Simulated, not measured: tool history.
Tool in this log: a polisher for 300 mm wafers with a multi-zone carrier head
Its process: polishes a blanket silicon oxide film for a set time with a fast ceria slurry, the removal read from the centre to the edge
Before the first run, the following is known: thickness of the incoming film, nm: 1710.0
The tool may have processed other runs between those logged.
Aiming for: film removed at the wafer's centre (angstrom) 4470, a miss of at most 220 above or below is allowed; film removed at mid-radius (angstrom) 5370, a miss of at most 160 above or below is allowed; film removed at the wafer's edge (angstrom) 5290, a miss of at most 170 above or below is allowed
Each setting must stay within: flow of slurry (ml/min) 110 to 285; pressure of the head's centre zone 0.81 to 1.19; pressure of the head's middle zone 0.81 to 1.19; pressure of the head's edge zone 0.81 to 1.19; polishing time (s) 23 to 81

run	hour	flow of slurry (ml/min)	pressure of the head's centre zone	pressure of the head's middle zone	pressure of the head's edge zone	polishing time (s)	film removed at the wafer's centre (angstrom)	film removed at mid-radius (angstrom)	film removed at the wafer's edge (angstrom)
1	0	180	1	1	1	52	7325.5	7319.3	7435.3
2	3.3	180	1	1.07	1	52	7424.4	7736.7	7327.2
3	7.8	180	0.96	1.07	1	52	6922.2	7760.5	7406.3
4	10.2	180	0.96	1.07	1	65	8736.6	9679	9165.5
5	14.9	170	0.94	1.05	0.97	58	7669.9	8435.3	7926.9
6	15.7	170	1.02	1.05	0.97	58	8247.1	8400.4	8085.7
7	21.4	160	0.97	1.04	0.97	53	7176.3	7496.5	7353.9
8	23.6	160	0.97	1.04	0.97	53	7177.9	7520.9	7327.8
9	25.5	165	0.94	1.04	0.97	49	6259.6	6958.7	6719.8
10	34.1	165	0.91	1.02	0.95	47	5957.3	6627.3	6535.9
11	40.2	130	0.83	1.03	0.92	34	3642.7	4504	4430.5
12	44.2	150	0.84	1.03	0.93	34	3877.3	4656.3	4533
13	45	165	0.84	1.03	0.96	34	4023.3	4835.5	4737.7
14	48.8	175	0.84	1.03	0.98	34	4059.1	4780.2	4784.4
15	52.4	185	0.84	1.04	0.99	34	4038.3	4851.4	4782.4
16	57.6	200	0.84	1.04	1.01	34	4067.6	4989	4991.2
17	61.3	210	0.85	1.04	1.01	34	4231.4	5063.2	4998.3
18	65	220	0.85	1.04	1.02	34	4227.7	5085.2	4974.3
19	69.5	225	0.85	1.04	1.03	34	4367.4	5103.2	5011.8
20	73	230	0.85	1.05	1.05	34	4306	5124.5	5053.9
21	74	235	0.85	1.05	1.06	34	4360.9	5126.4	5169.4

5 next moves are on the table. One of them brings every result within its allowed miss. Which?
A	75	255	0.84	0.99	1.11	34	?	?	?
B	75	230	0.91	0.93	1.02	35	?	?	?
C	75	210	0.89	1.11	1.13	34	?	?	?
D	75	225	0.91	1.05	1.12	33	?	?	?
E	75	245	0.85	1.09	0.92	35	?	?	?

move	film removed at the wafer's centre (angstrom)	film removed at mid-radius (angstrom)	film removed at the wafer's edge (angstrom)
A	4267.7	4936.7	5236.8
B	4692.7	4776.8	5122.2
C	4400	5267.8	5176
D	4413.5	4938.3	5041.4
E	4425	5459.5	4897
A: lands further from the targets than the last run did
B: lands further from the targets than the last run did
C: each result inside its tolerance
D: lands further from the targets than the last run did
E: brings the last run's worst result on target, with another outside its allowed miss
Go with C: it meets all targets.
